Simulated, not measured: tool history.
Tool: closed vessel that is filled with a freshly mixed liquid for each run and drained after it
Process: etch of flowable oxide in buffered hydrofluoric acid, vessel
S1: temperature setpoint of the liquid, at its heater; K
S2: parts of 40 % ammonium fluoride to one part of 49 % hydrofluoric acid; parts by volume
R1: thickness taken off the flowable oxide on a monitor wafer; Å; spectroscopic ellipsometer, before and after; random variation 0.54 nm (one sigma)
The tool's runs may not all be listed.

Run 1, day 0: S1 294.15 K, S2 22 parts by volume, time in the liquid (s) 90. Result: R1 2244.7 Å.
Run 2, day 0.079: S1 292.65 K, S2 24 parts by volume, time in the liquid (s) 90. Result: R1 1949.5 Å.
Run 3, day 0.292: S1 294.65 K, S2 24 parts by volume, time in the liquid (s) 90. Result: R1 2166.2 Å.
Run 4, day 0.488: S1 293.15 K, S2 25.5 parts by volume, time in the liquid (s) 90. Result: R1 1913.6 Å.
Run 5, day 0.75: S1 293.15 K, S2 25.5 parts by volume, time in the liquid (s) 100. Result: R1 2125.2 Å.
Run 6, day 0.971: S1 292.15 K, S2 27 parts by volume, time in the liquid (s) 100. Result: R1 1923.1 Å.
Run 7, day 1.262: S1 291.65 K, S2 28 parts by volume, time in the liquid (s) 100. Result: R1 1839.1 Å.

Run 8 comes next. What will it give?
Run 8, day 1.412: S1 290.15 K, S2 30 parts by volume, time in the liquid (s) 95. Result: R1 ?.

R1: 1519.3 Å
